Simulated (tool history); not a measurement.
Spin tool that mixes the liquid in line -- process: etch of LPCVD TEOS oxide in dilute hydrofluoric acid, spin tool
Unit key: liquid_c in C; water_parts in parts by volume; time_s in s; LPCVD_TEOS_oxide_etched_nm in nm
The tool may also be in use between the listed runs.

| run | hour | liquid_c | water_parts | time_s | LPCVD_TEOS_oxide_etched_nm |
|---|---|---|---|---|---|
| 1 | 0.0 | 21.0 | 140 | 300 | 30.915 |
| 2 | 3.7 | 21.0 | 140 | 320 | 32.012 |
| 3 | 12.7 | 21.0 | 140 | 320 | 32.965 |
| 4 | 20.7 | 20.5 | 145 | 320 | 30.744 |
| 5 | 27.7 | 23.5 | 145 | 320 | 34.028 |
| 6 | 35.3 | 23.0 | 150 | 320 | 33.060 |
| 7 | 43.9 | 22.5 | 155 | 320 | 30.745 |

Forecast run 8:
| 8 | 52.7 | 22.0 | 160 | 320 | ? |

LPCVD_TEOS_oxide_etched_nm: 28.768 nm

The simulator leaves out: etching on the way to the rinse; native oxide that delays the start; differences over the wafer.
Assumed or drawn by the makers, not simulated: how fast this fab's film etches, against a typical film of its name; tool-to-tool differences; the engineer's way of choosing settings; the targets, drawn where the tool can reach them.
